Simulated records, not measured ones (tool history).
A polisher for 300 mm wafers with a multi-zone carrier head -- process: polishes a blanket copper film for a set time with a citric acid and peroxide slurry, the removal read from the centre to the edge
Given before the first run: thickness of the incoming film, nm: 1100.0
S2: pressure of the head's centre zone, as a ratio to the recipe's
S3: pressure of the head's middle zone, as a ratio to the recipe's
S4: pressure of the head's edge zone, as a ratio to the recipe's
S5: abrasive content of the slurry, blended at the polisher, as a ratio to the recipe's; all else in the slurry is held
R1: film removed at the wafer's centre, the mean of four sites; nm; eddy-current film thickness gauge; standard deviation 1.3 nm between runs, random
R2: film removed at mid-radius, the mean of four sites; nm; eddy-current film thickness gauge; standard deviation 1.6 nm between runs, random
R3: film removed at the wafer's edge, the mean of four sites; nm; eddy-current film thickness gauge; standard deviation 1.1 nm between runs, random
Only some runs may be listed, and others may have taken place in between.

Run 1, day 0: flow of slurry (ml/min) 250, S2 1, S3 1, S4 1, S5 1, polishing time (s) 39. Result: R1 87.526 nm, R2 89.076 nm, R3 86.63 nm.
Run 2, day 0.096: flow of slurry (ml/min) 260, S2 1.01, S3 1.04, S4 1.04, S5 1.15, polishing time (s) 41. Result: R1 96.254 nm, R2 97.053 nm, R3 96.184 nm.
Run 3, day 0.258: flow of slurry (ml/min) 265, S2 1, S3 1.08, S4 1.04, S5 1.25, polishing time (s) 44. Result: R1 102.66 nm, R2 110.39 nm, R3 103.72 nm.
Run 4, day 0.496: flow of slurry (ml/min) 265, S2 1, S3 1.08, S4 1.04, S5 1.25, polishing time (s) 53. Result: R1 120.31 nm, R2 133.27 nm, R3 126.02 nm.
Run 5, day 0.754: flow of slurry (ml/min) 265, S2 1.06, S3 1.08, S4 1.04, S5 1.25, polishing time (s) 53. Result: R1 132.54 nm, R2 130.98 nm, R3 123.29 nm.
Run 6, day 0.996: flow of slurry (ml/min) 265, S2 0.98, S3 1.08, S4 1.04, S5 1.25, polishing time (s) 53. Result: R1 119.42 nm, R2 133.71 nm, R3 123.64 nm.

What does the tool deliver on the next run?
Run 7, day 1.025: flow of slurry (ml/min) 275, S2 0.99, S3 1.09, S4 1.05, S5 1.25, polishing time (s) 53. Result: R1 ?, R2 ?, R3 ?.

Run 7 measured R1 122.5 nm, R2 133.67 nm, R3 126.85 nm.
